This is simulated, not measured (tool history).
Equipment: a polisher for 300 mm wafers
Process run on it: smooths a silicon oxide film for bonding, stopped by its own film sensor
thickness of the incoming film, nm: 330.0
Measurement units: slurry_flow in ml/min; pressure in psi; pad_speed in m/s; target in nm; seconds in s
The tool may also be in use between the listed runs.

run	day	slurry_flow	pressure	pad_speed	slurry_solids	target	seconds
1	0	230	2.4	0.92	1	303	38.385
2	0.279	230	2.1	0.88	1	303	45.65
3	0.383	230	2.1	0.88	1.15	303	41.808
4	0.446	230	1.9	0.84	1.15	303	49.654
5	0.733	205	1.9	0.84	1.15	303	50.239
6	0.775	205	2.4	0.84	1.15	303	40.488
7	1.038	205	1.8	0.68	1.1	303	65.15

What does the tool deliver on the next run?
8	1.171	205	1.7	0.68	1.1	303	?

Logged for run 8: seconds 66.575 s.

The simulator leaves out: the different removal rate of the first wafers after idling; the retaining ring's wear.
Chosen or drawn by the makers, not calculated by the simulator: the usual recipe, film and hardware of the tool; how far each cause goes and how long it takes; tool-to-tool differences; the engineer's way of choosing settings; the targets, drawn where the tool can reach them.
